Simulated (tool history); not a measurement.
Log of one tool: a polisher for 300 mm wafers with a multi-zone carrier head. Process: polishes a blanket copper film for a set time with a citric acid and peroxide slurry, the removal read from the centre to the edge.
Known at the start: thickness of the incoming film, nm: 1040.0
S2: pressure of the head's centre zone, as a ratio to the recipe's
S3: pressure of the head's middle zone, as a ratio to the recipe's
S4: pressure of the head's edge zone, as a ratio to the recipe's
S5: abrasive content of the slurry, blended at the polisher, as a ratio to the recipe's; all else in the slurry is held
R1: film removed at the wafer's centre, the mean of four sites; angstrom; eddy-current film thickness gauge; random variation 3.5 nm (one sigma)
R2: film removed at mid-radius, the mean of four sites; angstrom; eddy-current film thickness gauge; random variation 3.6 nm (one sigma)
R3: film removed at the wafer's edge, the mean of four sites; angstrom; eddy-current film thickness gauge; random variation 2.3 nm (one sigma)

{"run": 1, "day": 0.0, "flow of slurry (ml/min)": 155, "S2": 1.0, "S3": 1.0, "S4": 1.0, "S5": 1.0, "polishing time (s)": 85, "R1": 2621.5, "R2": 2662.9, "R3": 2608.1}
{"run": 2, "day": 0.071, "flow of slurry (ml/min)": 155, "S2": 1.0, "S3": 1.0, "S4": 1.0, "S5": 0.9, "polishing time (s)": 85, "R1": 2600.0, "R2": 2628.3, "R3": 2539.1}
{"run": 3, "day": 0.138, "flow of slurry (ml/min)": 165, "S2": 1.01, "S3": 1.01, "S4": 1.03, "S5": 1.0, "polishing time (s)": 85, "R1": 2667.2, "R2": 2742.7, "R3": 2656.3}
{"run": 4, "day": 0.262, "flow of slurry (ml/min)": 170, "S2": 1.02, "S3": 1.01, "S4": 1.05, "S5": 1.1, "polishing time (s)": 86, "R1": 2803.4, "R2": 2814.2, "R3": 2754.2}
{"run": 5, "day": 0.404, "flow of slurry (ml/min)": 170, "S2": 1.02, "S3": 1.01, "S4": 1.05, "S5": 1.2, "polishing time (s)": 86, "R1": 2865.1, "R2": 2837.4, "R3": 2811.0}
{"run": 6, "day": 0.762, "flow of slurry (ml/min)": 170, "S2": 1.02, "S3": 1.01, "S4": 1.05, "S5": 1.2, "polishing time (s)": 106, "R1": 3484.3, "R2": 3497.1, "R3": 3463.3}

Forecast run 7:
{"run": 7, "day": 1.083, "flow of slurry (ml/min)": 165, "S2": 1.02, "S3": 1.01, "S4": 1.05, "S5": 1.2, "polishing time (s)": 106, "R1": "?", "R2": "?", "R3": "?"}

{"run 7": {"R1": 3446.4, "R2": 3530.4, "R3": 3467.8}}

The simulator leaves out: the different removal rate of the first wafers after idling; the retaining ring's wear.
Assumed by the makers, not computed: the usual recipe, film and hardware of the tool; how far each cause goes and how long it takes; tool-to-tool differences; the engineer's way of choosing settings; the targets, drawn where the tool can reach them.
